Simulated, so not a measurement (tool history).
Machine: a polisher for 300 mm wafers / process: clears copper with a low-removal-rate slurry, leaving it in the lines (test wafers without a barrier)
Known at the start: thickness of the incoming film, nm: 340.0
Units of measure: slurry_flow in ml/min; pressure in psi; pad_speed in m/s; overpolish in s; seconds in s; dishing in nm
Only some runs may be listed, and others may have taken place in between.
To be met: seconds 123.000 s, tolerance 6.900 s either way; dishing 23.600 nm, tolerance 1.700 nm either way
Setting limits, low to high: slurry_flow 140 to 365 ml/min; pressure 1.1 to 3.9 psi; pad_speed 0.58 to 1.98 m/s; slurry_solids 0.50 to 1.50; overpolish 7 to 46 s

run,hour,slurry_flow,pressure,pad_speed,slurry_solids,overpolish,seconds,dishing
1,0.0,235,2.5,1.28,1.00,24,106.690,42.097
2,4.0,235,2.5,1.28,1.00,15,108.040,28.068
3,13.0,235,2.5,1.48,1.00,15,91.328,32.656
4,21.2,235,2.5,1.48,1.00,21,94.178,40.975
5,23.7,235,2.5,1.48,1.00,28,93.163,50.535
6,32.0,280,2.5,1.48,1.00,28,89.539,52.635
7,36.9,280,2.3,1.48,1.00,25,99.288,43.149
8,37.9,280,2.2,1.48,1.00,23,103.240,40.784
9,39.9,280,1.8,1.44,1.00,12,123.280,19.838
10,44.4,280,1.9,1.42,1.00,16,127.430,25.690

Consider the 4 candidate settings below. Which is the only one whose results all fall within their allowed miss of target?
A,48.9,310,1.9,1.48,0.90,14,?,?
B,48.9,325,1.6,1.40,1.10,17,?,?
C,48.9,260,2.1,1.48,0.75,16,?,?
D,48.9,290,1.4,1.58,1.30,22,?,?

move,seconds,dishing
A,120.880,24.067
B,140.510,24.766
C,118.340,27.544
D,135.780,31.110
A: all results land within tolerance of their targets
B: brings the result that was furthest off to its target, and leaves another outside
C: misses by more than the last run did
D: misses by more than the last run did
So the answer is move A, the one that meets all the targets.
